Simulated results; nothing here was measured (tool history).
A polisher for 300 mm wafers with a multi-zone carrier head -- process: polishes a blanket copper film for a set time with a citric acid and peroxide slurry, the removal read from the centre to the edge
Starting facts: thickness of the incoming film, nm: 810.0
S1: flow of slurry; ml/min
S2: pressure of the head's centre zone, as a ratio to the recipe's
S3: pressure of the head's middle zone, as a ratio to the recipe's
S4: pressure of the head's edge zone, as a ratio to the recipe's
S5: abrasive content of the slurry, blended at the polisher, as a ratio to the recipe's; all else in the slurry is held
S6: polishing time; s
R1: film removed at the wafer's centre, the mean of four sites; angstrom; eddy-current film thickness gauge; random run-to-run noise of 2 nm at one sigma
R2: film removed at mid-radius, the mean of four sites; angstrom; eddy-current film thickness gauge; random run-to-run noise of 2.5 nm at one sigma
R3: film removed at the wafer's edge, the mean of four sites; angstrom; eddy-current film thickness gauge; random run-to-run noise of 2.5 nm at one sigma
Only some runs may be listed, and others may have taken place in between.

| run | day | S1 | S2 | S3 | S4 | S5 | S6 | R1 | R2 | R3 |
|---|---|---|---|---|---|---|---|---|---|---|
| 1 | 0.000 | 225 | 1.00 | 1.00 | 1.00 | 1.00 | 63 | 1621.6 | 1651.0 | 1618.2 |
| 2 | 0.367 | 225 | 1.00 | 1.00 | 1.00 | 1.10 | 63 | 1667.9 | 1686.8 | 1667.3 |
| 3 | 0.683 | 225 | 1.00 | 0.96 | 1.00 | 1.10 | 63 | 1667.6 | 1625.5 | 1682.6 |
| 4 | 0.871 | 230 | 0.98 | 1.00 | 1.03 | 1.20 | 64 | 1661.4 | 1778.8 | 1753.2 |
| 5 | 1.083 | 230 | 0.98 | 1.00 | 1.00 | 1.20 | 64 | 1686.7 | 1754.8 | 1734.6 |
| 6 | 1.354 | 235 | 0.98 | 1.02 | 1.04 | 1.30 | 65 | 1754.7 | 1853.2 | 1843.0 |

Run 7 is up next; what results do you expect?
| 7 | 1.646 | 245 | 0.97 | 1.05 | 1.06 | 1.35 | 65 | ? | ? | ? |

Run 7 yielded R1 1794.7 angstrom, R2 1920.0 angstrom, R3 1856.1 angstrom.

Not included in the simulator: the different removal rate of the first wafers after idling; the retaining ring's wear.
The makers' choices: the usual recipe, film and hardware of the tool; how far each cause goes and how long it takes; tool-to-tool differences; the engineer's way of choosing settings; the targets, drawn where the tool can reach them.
